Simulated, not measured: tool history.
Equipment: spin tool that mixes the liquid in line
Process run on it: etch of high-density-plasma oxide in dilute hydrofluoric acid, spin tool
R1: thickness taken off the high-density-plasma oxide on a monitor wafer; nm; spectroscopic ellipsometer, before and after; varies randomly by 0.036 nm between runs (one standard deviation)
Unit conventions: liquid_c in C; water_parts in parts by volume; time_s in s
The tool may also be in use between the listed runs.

Run 1, hour 0: liquid_c 24 C, water_parts 295 parts by volume, time_s 285 s. Result: R1 3.8127 nm.
Run 2, hour 1.4: liquid_c 23.5 C, water_parts 300 parts by volume, time_s 285 s. Result: R1 3.8384 nm.
Run 3, hour 8.4: liquid_c 23.5 C, water_parts 300 parts by volume, time_s 285 s. Result: R1 3.6998 nm.
Run 4, hour 15: liquid_c 23.5 C, water_parts 255 parts by volume, time_s 285 s. Result: R1 4.6176 nm.
Run 5, hour 15.6: liquid_c 23.5 C, water_parts 255 parts by volume, time_s 285 s. Result: R1 4.5576 nm.
Run 6, hour 22.2: liquid_c 23.5 C, water_parts 255 parts by volume, time_s 285 s. Result: R1 4.7197 nm.
Run 7, hour 24.6: liquid_c 23 C, water_parts 265 parts by volume, time_s 285 s. Result: R1 4.343 nm.

What will run 8 give?
Run 8, hour 30.9: liquid_c 22.5 C, water_parts 275 parts by volume, time_s 285 s. Result: R1 ?.

R1: 4.0434 nm

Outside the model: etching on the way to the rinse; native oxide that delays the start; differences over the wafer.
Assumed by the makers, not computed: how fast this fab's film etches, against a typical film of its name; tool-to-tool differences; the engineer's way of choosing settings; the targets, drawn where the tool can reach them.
